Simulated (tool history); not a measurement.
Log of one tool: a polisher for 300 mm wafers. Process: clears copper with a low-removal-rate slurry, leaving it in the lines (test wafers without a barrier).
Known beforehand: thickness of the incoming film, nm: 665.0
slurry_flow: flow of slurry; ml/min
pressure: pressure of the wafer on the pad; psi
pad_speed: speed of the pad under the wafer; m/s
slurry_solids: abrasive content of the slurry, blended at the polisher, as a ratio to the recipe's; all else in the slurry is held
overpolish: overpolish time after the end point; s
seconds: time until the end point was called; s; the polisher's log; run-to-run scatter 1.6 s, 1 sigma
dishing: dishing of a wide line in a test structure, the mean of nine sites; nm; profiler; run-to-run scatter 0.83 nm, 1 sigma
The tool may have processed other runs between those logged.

run	hour	slurry_flow	pressure	pad_speed	slurry_solids	overpolish	seconds	dishing
1	0.0	305	3.9	1.14	1.0	19	140.47	54.960
2	6.7	305	3.8	1.14	1.0	16	147.50	46.702
3	11.1	305	3.8	0.98	1.0	16	168.13	43.389
4	18.3	305	3.1	0.98	1.0	16	206.53	36.262
5	24.8	305	3.4	0.98	1.0	14	187.02	35.298
6	31.8	305	3.6	0.98	1.0	13	174.08	33.284
7	39.9	305	3.7	0.98	1.0	13	171.63	34.738
8	42.0	305	3.8	0.98	1.0	12	171.49	33.404

Run 9 comes next. What will it give?
9	48.5	305	3.9	0.98	1.0	12	?	?

seconds: 161.47 s
dishing: 35.062 nm

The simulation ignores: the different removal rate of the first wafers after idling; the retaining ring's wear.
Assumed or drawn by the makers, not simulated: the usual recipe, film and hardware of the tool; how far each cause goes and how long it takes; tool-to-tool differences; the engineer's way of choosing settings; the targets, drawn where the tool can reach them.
